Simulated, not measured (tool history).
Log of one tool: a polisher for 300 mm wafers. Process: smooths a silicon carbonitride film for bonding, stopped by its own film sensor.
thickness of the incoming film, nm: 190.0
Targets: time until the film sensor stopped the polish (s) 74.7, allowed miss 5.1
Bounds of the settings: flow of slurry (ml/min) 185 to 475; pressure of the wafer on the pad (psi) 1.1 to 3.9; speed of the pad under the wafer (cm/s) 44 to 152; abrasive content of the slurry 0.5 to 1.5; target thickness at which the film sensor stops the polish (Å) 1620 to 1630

| run | hour | flow of slurry (ml/min) | pressure of the wafer on the pad (psi) | speed of the pad under the wafer (cm/s) | abrasive content of the slurry | target thickness at which the film sensor stops the polish (Å) | time until the film sensor stopped the polish (s) |
|---|---|---|---|---|---|---|---|
| 1 | 0 | 305 | 2.5 | 98 | 1 | 1630 | 106.05 |
| 2 | 3.4 | 305 | 2.5 | 98 | 0.8 | 1630 | 126.07 |
| 3 | 6.4 | 305 | 2.6 | 98 | 0.8 | 1630 | 118.21 |
| 4 | 9.5 | 305 | 2.7 | 98 | 0.8 | 1630 | 118.11 |
| 5 | 14.8 | 305 | 2.8 | 100 | 0.8 | 1630 | 117.53 |
| 6 | 17.8 | 305 | 2.9 | 104 | 0.8 | 1630 | 106.14 |
| 7 | 22.6 | 305 | 3 | 106 | 0.8 | 1630 | 102.21 |
| 8 | 29.1 | 305 | 3.1 | 108 | 0.8 | 1630 | 98.085 |
| 9 | 34.6 | 305 | 3.2 | 110 | 0.8 | 1630 | 94.992 |
| 10 | 39.8 | 305 | 3.3 | 112 | 0.8 | 1630 | 91.878 |
| 11 | 42.7 | 305 | 3.4 | 114 | 0.8 | 1630 | 84.846 |

Which of these 4 next moves meets every target?
| A | 45.6 | 270 | 3.4 | 116 | 0.8 | 1620 | ? |
| B | 45.6 | 325 | 3.3 | 142 | 0.95 | 1630 | ? |
| C | 45.6 | 340 | 3.2 | 118 | 0.8 | 1620 | ? |
| D | 45.6 | 345 | 3.9 | 98 | 0.9 | 1630 | ? |

| move | time until the film sensor stopped the polish (s) |
|---|---|
| A | 90.122 |
| B | 64.899 |
| C | 91.045 |
| D | 77.221 |
A: further off than the last run
B: takes the result that was furthest off past its target
C: further off than the last run
D: meets every target
The right move is D.
